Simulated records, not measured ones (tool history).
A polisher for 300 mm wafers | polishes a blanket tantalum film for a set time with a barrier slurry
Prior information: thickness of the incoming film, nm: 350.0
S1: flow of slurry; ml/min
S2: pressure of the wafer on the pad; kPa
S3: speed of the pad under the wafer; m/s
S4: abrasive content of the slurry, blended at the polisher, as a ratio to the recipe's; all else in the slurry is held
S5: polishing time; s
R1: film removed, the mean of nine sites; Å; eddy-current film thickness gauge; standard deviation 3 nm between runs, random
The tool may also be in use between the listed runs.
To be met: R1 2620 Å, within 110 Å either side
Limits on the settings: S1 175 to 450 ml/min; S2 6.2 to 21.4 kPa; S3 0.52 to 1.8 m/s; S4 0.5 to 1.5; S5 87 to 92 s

run 1 hour=0 | S1=290 S2=13.8 S3=1.16 S4=1 S5=87 | R1=1817.2
run 2 hour=7 | S1=290 S2=13.8 S3=1.32 S4=1 S5=87 | R1=2029.3
run 3 hour=9.7 | S1=290 S2=12.4 S3=1.32 S4=1 S5=87 | R1=1879.8
run 4 hour=12.8 | S1=290 S2=12.4 S3=1.32 S4=1 S5=87 | R1=1826.2
run 5 hour=15.1 | S1=290 S2=12.4 S3=1.32 S4=1 S5=87 | R1=1831.7
run 6 hour=20.9 | S1=290 S2=12.4 S3=1.32 S4=1 S5=92 | R1=1977
run 7 hour=26 | S1=290 S2=13.1 S3=1.32 S4=1 S5=92 | R1=2057.1
run 8 hour=34.9 | S1=290 S2=13.1 S3=1.32 S4=1 S5=92 | R1=2058.3
run 9 hour=43.3 | S1=290 S2=13.8 S3=1.32 S4=1 S5=92 | R1=2147.5

Pick the move, out of 4, that brings all results within their allowed miss; only one does.
run A hour=51.7 | S1=310 S2=14.5 S3=1.52 S4=1 S5=92 | R1=?
run B hour=51.7 | S1=265 S2=13.1 S3=1.14 S4=1 S5=87 | R1=?
run C hour=51.7 | S1=270 S2=16.5 S3=1.5 S4=1 S5=92 | R1=?
run D hour=51.7 | S1=300 S2=15.9 S3=1.54 S4=1.1 S5=92 | R1=?

move=A R1=2626.8
move=B R1=1677.4
move=C R1=2913.1
move=D R1=2981.5
A: meets every target
B: its largest miss is bigger than the last run's
C: takes the result that was furthest off past its target
D: takes the result that was furthest off past its target
A is the move that brings every result within its allowed miss.
